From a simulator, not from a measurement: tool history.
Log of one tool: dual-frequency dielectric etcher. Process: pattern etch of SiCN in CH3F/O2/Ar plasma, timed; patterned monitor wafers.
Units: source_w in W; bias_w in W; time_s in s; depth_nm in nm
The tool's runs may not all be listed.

| run | hour | source_w | bias_w | time_s | depth_nm |
|---|---|---|---|---|---|
| 1 | 0 | 280 | 99 | 28 | 9.6028 |
| 2 | 1.1 | 270 | 99 | 28 | 9.5775 |
| 3 | 2.8 | 310 | 99 | 28 | 9.8396 |
| 4 | 6.8 | 300 | 98 | 28 | 9.7193 |
| 5 | 15 | 290 | 97 | 28 | 9.661 |
| 6 | 20.6 | 320 | 97 | 28 | 9.8713 |
| 7 | 29.3 | 310 | 96 | 28 | 9.8521 |

Estimate the outcome of run 8 from the log above:
| 8 | 31.1 | 300 | 95 | 28 | ? |

For run 8 the tool returned depth_nm 9.6 nm.

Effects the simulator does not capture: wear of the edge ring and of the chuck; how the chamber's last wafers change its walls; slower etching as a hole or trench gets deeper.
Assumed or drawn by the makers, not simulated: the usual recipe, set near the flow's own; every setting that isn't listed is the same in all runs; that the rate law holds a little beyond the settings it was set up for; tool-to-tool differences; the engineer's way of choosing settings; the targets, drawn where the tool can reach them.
